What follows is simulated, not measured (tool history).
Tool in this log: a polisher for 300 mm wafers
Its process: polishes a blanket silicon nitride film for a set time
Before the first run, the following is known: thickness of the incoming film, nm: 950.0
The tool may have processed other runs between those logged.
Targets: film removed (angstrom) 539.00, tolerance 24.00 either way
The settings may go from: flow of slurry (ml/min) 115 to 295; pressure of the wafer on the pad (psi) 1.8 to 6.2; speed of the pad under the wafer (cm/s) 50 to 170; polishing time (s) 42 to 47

run,day,flow of slurry (ml/min),pressure of the wafer on the pad (psi),speed of the pad under the wafer (cm/s),polishing time (s),film removed (angstrom)
1,0.000,190,4.0,110,47,1175.60
2,0.221,190,4.0,110,47,1133.40
3,0.362,190,3.6,106,47,1021.10
4,0.388,190,3.6,106,47,1059.60
5,0.729,190,4.4,106,47,1273.70
6,0.842,190,4.4,92,47,1109.30
7,1.025,190,4.0,90,47,995.43
8,1.171,190,3.6,88,47,878.68
9,1.438,190,3.3,88,47,813.76
10,1.671,190,3.0,88,47,753.10
11,1.950,190,2.8,88,47,705.34
12,2.188,190,2.6,88,47,659.30
13,2.279,190,2.5,88,47,641.32
14,2.529,190,1.8,86,47,471.68
15,2.704,190,1.9,86,47,485.98

Pick the move, out of 4, that brings all results within their allowed miss; only one does.
A,2.879,175,2.4,88,47,?
B,2.879,160,2.6,80,47,?
C,2.879,220,2.4,74,46,?
D,2.879,230,1.8,86,42,?

move,film removed (angstrom)
A,597.72
B,585.71
C,526.25
D,424.24
A: the result that was furthest off in the last run now lies on the other side of its target
B: the result that was furthest off in the last run now lies on the other side of its target
C: all results in spec
D: further off than the last run
So the answer is move C, the one that meets all the targets.
